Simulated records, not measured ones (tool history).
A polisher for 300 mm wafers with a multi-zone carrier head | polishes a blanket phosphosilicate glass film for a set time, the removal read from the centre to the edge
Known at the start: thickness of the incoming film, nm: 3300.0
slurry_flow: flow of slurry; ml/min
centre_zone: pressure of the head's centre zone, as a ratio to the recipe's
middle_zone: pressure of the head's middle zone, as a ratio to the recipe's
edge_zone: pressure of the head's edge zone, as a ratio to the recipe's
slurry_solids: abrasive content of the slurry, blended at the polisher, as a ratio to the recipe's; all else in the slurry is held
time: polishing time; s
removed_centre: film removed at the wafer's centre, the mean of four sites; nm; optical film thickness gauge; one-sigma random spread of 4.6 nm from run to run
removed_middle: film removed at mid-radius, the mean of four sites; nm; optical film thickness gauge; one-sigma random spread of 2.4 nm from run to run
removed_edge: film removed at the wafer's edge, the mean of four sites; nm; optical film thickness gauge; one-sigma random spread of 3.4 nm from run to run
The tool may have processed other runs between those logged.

| run | hour | slurry_flow | centre_zone | middle_zone | edge_zone | slurry_solids | time | removed_centre | removed_middle | removed_edge |
|---|---|---|---|---|---|---|---|---|---|---|
| 1 | 0 | 250 | 1 | 1 | 1 | 1 | 66 | 564.79 | 576.49 | 572.47 |
| 2 | 2.2 | 235 | 0.95 | 0.94 | 1 | 0.85 | 63 | 481.1 | 473.52 | 495.69 |
| 3 | 3.5 | 220 | 0.9 | 0.92 | 1.05 | 0.75 | 61 | 407.82 | 415.95 | 457.2 |
| 4 | 11.2 | 260 | 0.9 | 0.92 | 1.05 | 0.75 | 61 | 417.05 | 426.14 | 456.07 |
| 5 | 14.7 | 245 | 0.87 | 0.9 | 1.07 | 0.7 | 61 | 372.85 | 396.44 | 441.99 |
| 6 | 20.8 | 245 | 0.87 | 0.9 | 1.07 | 0.85 | 61 | 433.12 | 448.91 | 495.07 |
| 7 | 27.7 | 235 | 0.85 | 0.88 | 1.06 | 0.75 | 61 | 389.98 | 406.8 | 455.27 |
| 8 | 35.5 | 170 | 0.81 | 0.81 | 1.02 | 0.6 | 61 | 297.56 | 303.23 | 366.64 |
| 9 | 36.6 | 195 | 0.81 | 0.82 | 1.03 | 0.6 | 61 | 316.19 | 318.92 | 379.97 |
| 10 | 42.2 | 205 | 0.81 | 0.83 | 1.05 | 0.6 | 61 | 303.71 | 326.51 | 383.85 |
| 11 | 45.5 | 215 | 0.82 | 0.83 | 1.05 | 0.6 | 61 | 318.38 | 325.28 | 379.55 |
| 12 | 46.1 | 225 | 0.82 | 0.86 | 1.12 | 0.65 | 61 | 337.42 | 356.85 | 425.03 |
| 13 | 50.8 | 215 | 0.82 | 0.85 | 1.1 | 0.65 | 61 | 334.22 | 351.37 | 413.31 |

For run 14, what comes out?
| 14 | 54.2 | 205 | 0.82 | 0.85 | 1.09 | 0.65 | 61 | ? | ? | ? |

Run 14 yielded removed_centre 327.62 nm, removed_middle 350.69 nm, removed_edge 414.47 nm.

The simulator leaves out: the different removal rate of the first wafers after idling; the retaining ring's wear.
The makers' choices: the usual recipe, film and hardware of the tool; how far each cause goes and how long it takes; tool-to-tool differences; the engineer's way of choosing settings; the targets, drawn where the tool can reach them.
